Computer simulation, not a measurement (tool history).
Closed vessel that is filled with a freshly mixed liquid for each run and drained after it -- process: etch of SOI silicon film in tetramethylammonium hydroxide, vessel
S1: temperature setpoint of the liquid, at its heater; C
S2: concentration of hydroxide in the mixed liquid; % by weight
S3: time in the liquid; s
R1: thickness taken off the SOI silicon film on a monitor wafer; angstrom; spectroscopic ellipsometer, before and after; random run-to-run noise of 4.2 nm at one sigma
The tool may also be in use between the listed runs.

{"run": 1, "hour": 0.0, "S1": 73, "S2": 8.5, "S3": 100, "R1": 8931.3}
{"run": 2, "hour": 8.3, "S1": 73, "S2": 7.5, "S3": 100, "R1": 9152.5}
{"run": 3, "hour": 15.2, "S1": 71.5, "S2": 7.5, "S3": 100, "R1": 8481.7}
{"run": 4, "hour": 16.2, "S1": 71.5, "S2": 7.5, "S3": 100, "R1": 8316.8}
{"run": 5, "hour": 23.4, "S1": 71.5, "S2": 8.5, "S3": 100, "R1": 8095.4}
{"run": 6, "hour": 32.4, "S1": 74.5, "S2": 8.5, "S3": 100, "R1": 9601.6}
{"run": 7, "hour": 38.9, "S1": 73, "S2": 8.5, "S3": 100, "R1": 8921}
{"run": 8, "hour": 40.4, "S1": 72, "S2": 8.5, "S3": 100, "R1": 8274.5}
{"run": 9, "hour": 47.0, "S1": 71, "S2": 8.5, "S3": 100, "R1": 7811}
{"run": 10, "hour": 53.0, "S1": 70, "S2": 8.5, "S3": 100, "R1": 7450}
{"run": 11, "hour": 60.5, "S1": 69, "S2": 8.5, "S3": 100, "R1": 6958.5}
{"run": 12, "hour": 66.7, "S1": 68.5, "S2": 8.5, "S3": 100, "R1": 6792.7}
{"run": 13, "hour": 74.0, "S1": 68.5, "S2": 8.5, "S3": 100, "R1": 6759.2}
{"run": 14, "hour": 82.4, "S1": 68, "S2": 8.5, "S3": 100, "R1": 6591.2}
{"run": 15, "hour": 84.6, "S1": 67.5, "S2": 8.5, "S3": 100, "R1": 6432.7}

Run 16, settings as shown, results not yet in. Your forecast:
{"run": 16, "hour": 91.5, "S1": 67.5, "S2": 8.5, "S3": 100, "R1": "?"}

Run 16 yielded R1 6366 angstrom.
